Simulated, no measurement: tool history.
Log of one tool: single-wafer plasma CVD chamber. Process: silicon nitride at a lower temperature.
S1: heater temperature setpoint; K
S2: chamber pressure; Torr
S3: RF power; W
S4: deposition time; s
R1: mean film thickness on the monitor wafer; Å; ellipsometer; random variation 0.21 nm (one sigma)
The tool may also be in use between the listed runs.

{"run": 1, "hour": 0.0, "S1": 638.15, "S2": 1.17, "S3": 395, "S4": 49.3, "R1": 630.84}
{"run": 2, "hour": 8.8, "S1": 638.15, "S2": 1.17, "S3": 415, "S4": 49.3, "R1": 646.29}
{"run": 3, "hour": 15.4, "S1": 638.15, "S2": 1.17, "S3": 415, "S4": 49.3, "R1": 643.83}
{"run": 4, "hour": 18.5, "S1": 638.15, "S2": 1.03, "S3": 390, "S4": 49.3, "R1": 601.71}
{"run": 5, "hour": 27.0, "S1": 638.15, "S2": 1.03, "S3": 390, "S4": 50.8, "R1": 622.77}
{"run": 6, "hour": 35.8, "S1": 628.15, "S2": 1.03, "S3": 390, "S4": 50.8, "R1": 623.39}
{"run": 7, "hour": 37.4, "S1": 628.15, "S2": 0.94, "S3": 365, "S4": 50.7, "R1": 579.26}
{"run": 8, "hour": 41.7, "S1": 628.15, "S2": 0.71, "S3": 325, "S4": 50.6, "R1": 489.46}
{"run": 9, "hour": 50.2, "S1": 628.15, "S2": 0.75, "S3": 325, "S4": 50.6, "R1": 498.2}

Run 10 comes next. What will it give?
{"run": 10, "hour": 51.3, "S1": 628.15, "S2": 0.75, "S3": 325, "S4": 50.6, "R1": "?"}

R1: 499.06 Å

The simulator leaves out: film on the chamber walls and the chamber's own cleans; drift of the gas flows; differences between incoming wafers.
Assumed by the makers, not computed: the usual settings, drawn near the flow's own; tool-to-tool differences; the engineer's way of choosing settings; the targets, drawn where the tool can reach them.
